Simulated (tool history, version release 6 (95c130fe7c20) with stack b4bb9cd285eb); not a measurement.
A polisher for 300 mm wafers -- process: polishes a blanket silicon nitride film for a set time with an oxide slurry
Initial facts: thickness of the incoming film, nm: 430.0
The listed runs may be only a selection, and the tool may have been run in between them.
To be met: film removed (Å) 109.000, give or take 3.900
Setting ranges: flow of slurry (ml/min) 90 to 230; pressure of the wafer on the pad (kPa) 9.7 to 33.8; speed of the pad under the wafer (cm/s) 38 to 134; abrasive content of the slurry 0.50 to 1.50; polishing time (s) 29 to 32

run,day,flow of slurry (ml/min),pressure of the wafer on the pad (kPa),speed of the pad under the wafer (cm/s),abrasive content of the slurry,polishing time (s),film removed (Å)
1,0.000,150,21.4,86,1.00,32,174.380
2,0.042,150,21.4,86,1.00,32,177.840
3,0.383,145,18.6,86,1.00,32,162.280
4,0.633,145,16.5,82,1.00,32,143.300
5,0.746,145,14.5,82,1.00,32,133.150
6,1.008,145,13.1,82,1.00,32,123.580
7,1.379,145,12.4,82,1.00,32,120.000
8,1.550,145,11.7,82,1.00,32,115.370

Of the 5 settings listed for the next run, only one would bring every result within its allowed miss of target. Which one?
A,1.721,145,10.3,82,1.05,29,?
B,1.721,150,13.1,54,1.05,32,?
C,1.721,90,15.2,96,0.80,32,?
D,1.721,160,12.4,74,0.90,32,?
E,1.721,160,11.7,90,1.00,30,?

move,film removed (Å)
A,98.969
B,99.905
C,118.420
D,106.880
E,115.100
A: takes the result that was furthest off past its target
B: takes the result that was furthest off past its target
C: further off than the last run
D: meets every target
E: as far off as the last run
Go with D: it meets all targets.

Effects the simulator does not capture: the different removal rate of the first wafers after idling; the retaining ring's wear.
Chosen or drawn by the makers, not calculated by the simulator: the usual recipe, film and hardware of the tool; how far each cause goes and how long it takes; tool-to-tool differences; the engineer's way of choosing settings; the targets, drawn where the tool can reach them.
